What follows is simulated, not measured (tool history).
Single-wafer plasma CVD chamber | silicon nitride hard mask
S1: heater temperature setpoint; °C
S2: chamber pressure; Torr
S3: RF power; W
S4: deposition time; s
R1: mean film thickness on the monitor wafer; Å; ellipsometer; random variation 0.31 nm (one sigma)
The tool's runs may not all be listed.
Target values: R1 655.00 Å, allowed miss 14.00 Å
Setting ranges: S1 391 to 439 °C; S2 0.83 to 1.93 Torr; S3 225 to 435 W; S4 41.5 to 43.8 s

run	hour	S1	S2	S3	S4	R1
1	0.0	415	1.38	330	43.8	549.79
2	5.4	415	1.38	330	41.5	521.30
3	13.7	415	1.38	330	43.8	549.69
4	21.1	415	1.45	335	43.8	560.07
5	25.0	415	1.51	345	43.8	579.51
6	28.4	415	1.38	345	43.8	562.84
7	33.6	415	1.45	350	43.8	580.28
8	41.5	415	1.51	355	43.8	589.95
9	43.8	415	1.56	360	43.8	604.56
10	51.0	415	1.84	370	43.8	640.68

Which of these 5 next moves meets every target?
A	58.2	399	1.84	400	43.8	?
B	58.2	414	1.91	405	41.9	?
C	58.2	406	1.87	355	41.9	?
D	58.2	416	1.85	425	42.6	?
E	58.2	418	1.79	375	42.5	?

move	R1
A	677.74
B	654.62
C	599.75
D	679.66
E	620.77
A: carries the result that was furthest off beyond its target, to the other side
B: every result within its allowed miss
C: misses by more than the last run did
D: carries the result that was furthest off beyond its target, to the other side
E: misses by more than the last run did
Correct choice: B, which meets every target

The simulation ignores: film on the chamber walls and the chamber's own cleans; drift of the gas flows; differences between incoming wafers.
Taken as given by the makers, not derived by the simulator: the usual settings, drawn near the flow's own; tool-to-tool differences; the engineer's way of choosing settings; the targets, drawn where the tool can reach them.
